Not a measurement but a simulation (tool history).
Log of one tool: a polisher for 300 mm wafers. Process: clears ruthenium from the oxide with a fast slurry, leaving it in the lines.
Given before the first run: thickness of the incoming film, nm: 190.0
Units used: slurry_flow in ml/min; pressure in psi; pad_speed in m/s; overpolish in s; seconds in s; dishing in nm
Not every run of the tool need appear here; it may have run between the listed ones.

run    day  slurry_flow  pressure  pad_speed  slurry_solids  overpolish  seconds  dishing
  1      0          175       2.4       0.98              1          19   57.497   46.753
  2  0.025          170         2       0.98              1          22   67.609    43.97
  3  0.258          150         2       0.98              1          22   70.084    43.95
  4  0.388          145       1.8       0.96              1          25   79.901    43.95
  5  0.471          175       1.8       0.96              1          25   75.383   44.645
  6  0.792          175       1.8       0.96              1          22   79.654   41.412
  7  1.042          175       1.6       0.96              1          25   84.733   41.378
  8  1.342          160       1.3       0.92              1          34   112.23    41.76
  9  1.704          170       1.4       0.92              1          34   103.05   45.166
 10  1.775          175       1.4       0.92              1          34   101.47   46.458
 11  2.096          175       1.4       0.92              1          34   103.52   45.477
 12  2.312          180       1.4       0.92              1          33   103.73   45.355
 13  2.454          190       1.6       0.92              1          32   88.384   47.011
 14  2.488          185       1.6       0.92              1          32   91.058   48.155
 15  2.588          180       1.6       0.92              1          32   89.258   46.622

Expected results for the next run?
 16  2.842          175       1.6       0.92              1          33        ?        ?

seconds: 89.878 s
dishing: 47.807 nm
